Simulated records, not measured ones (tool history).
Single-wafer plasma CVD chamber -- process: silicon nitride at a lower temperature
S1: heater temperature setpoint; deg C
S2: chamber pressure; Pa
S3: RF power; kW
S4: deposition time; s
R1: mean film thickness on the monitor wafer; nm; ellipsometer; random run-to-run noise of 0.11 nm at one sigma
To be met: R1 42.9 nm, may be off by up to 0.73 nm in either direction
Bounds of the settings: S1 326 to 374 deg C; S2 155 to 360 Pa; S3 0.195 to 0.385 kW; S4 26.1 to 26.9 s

run	hour	S1	S2	S3	S4	R1
1	0	350	257	0.29	26.1	35.747
2	4.9	358	257	0.29	26.1	35.339
3	6.6	366	257	0.29	26.1	35.445
4	10.9	366	275	0.3	26.1	36.79
5	14.3	366	288	0.31	26.1	37.955
6	22.3	366	299	0.315	26.1	38.713
7	23	366	308	0.32	26.1	39.424
8	23.7	366	308	0.32	26.1	39.353
9	25.4	366	315	0.325	26.1	39.992
10	28	366	321	0.33	26.1	40.51
11	28.7	366	327	0.335	26.1	40.966
12	32.6	366	331	0.34	26.1	41.481
13	38.6	366	335	0.34	26.1	41.6
14	46.1	366	337	0.34	26.1	41.621

Exactly one of the 5 candidate moves below puts every result within its allowed miss. Which one?
A	53.6	373	360	0.33	26.9	?
B	53.6	365	336	0.355	26.8	?
C	53.6	364	360	0.365	26.5	?
D	53.6	360	351	0.375	26.3	?
E	53.6	369	353	0.36	26.9	?

move	R1
A	42.538
B	43.851
C	44.72
D	44.956
E	44.769
A: in spec on every target
B: takes the result that was furthest off past its target
C: takes the result that was furthest off past its target
D: takes the result that was furthest off past its target
E: takes the result that was furthest off past its target
Go with A: it meets all targets.

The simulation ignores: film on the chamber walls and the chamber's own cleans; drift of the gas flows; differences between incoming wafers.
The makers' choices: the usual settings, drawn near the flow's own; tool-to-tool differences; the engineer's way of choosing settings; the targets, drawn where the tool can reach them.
